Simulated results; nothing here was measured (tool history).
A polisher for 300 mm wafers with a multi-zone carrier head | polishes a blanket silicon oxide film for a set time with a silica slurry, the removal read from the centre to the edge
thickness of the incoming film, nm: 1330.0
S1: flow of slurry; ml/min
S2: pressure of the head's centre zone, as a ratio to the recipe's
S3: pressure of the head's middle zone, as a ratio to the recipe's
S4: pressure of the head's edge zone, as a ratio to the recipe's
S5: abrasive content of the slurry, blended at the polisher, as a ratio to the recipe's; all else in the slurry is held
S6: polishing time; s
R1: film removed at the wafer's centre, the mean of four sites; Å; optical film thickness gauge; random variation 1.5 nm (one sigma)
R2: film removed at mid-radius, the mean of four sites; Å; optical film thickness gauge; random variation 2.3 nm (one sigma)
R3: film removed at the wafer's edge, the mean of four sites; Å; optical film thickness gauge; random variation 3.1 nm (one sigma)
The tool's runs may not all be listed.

run	hour	S1	S2	S3	S4	S5	S6	R1	R2	R3
1	0	255	1	1	1	1	66	2231.6	2297.7	2368.1
2	8.7	255	1	1	1	1	54	1816.8	1866.7	1890.3
3	14.5	255	0.96	1	1	1	54	1764.9	1861.2	1899.8
4	23.1	195	0.96	1	1	1	54	1692	1842.5	1873.5
5	31.6	195	0.96	1	1	1	44	1376	1461	1479.2
6	33	195	0.96	1.08	1	1	44	1367.8	1597.1	1489.6
7	41.8	200	0.96	1.07	1.02	1.05	44	1416.7	1609.8	1564.4

Forecast run 8:
8	48.1	210	0.97	1.07	1.03	1.1	44	?	?	?

R1: 1468.8 Å
R2: 1634.2 Å
R3: 1642.1 Å
